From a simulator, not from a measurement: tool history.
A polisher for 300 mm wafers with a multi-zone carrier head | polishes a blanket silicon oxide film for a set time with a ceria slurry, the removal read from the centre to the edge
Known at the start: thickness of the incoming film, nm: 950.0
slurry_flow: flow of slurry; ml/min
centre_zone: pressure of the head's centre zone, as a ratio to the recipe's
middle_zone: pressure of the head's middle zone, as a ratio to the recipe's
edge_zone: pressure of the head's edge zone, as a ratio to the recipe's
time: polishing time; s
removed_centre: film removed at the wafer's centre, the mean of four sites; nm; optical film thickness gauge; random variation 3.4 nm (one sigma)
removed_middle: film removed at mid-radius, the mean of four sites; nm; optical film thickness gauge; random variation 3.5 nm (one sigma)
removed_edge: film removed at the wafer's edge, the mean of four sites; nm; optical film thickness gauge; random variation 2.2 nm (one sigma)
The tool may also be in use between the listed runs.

run	day	slurry_flow	centre_zone	middle_zone	edge_zone	time	removed_centre	removed_middle	removed_edge
1	0.000	165	1.00	1.00	1.00	78	274.27	273.79	282.48
2	0.071	165	1.00	1.00	1.08	78	275.89	280.67	291.99
3	0.329	165	0.94	1.00	1.08	78	260.88	275.57	294.39
4	0.588	175	0.92	1.01	1.10	79	256.69	288.23	300.29
# day 0.658: edge zone pressure recalibrated
5	0.658	180	0.91	1.01	1.12	81	268.48	294.99	301.66
6	0.800	170	0.89	1.02	1.13	83	262.70	302.71	307.69
7	0.950	165	0.87	1.01	1.14	86	262.83	303.18	316.93

Forecast run 8:
8	1.104	160	0.86	1.01	1.15	88	?	?	?

removed_centre: 263.43 nm
removed_middle: 311.44 nm
removed_edge: 327.57 nm
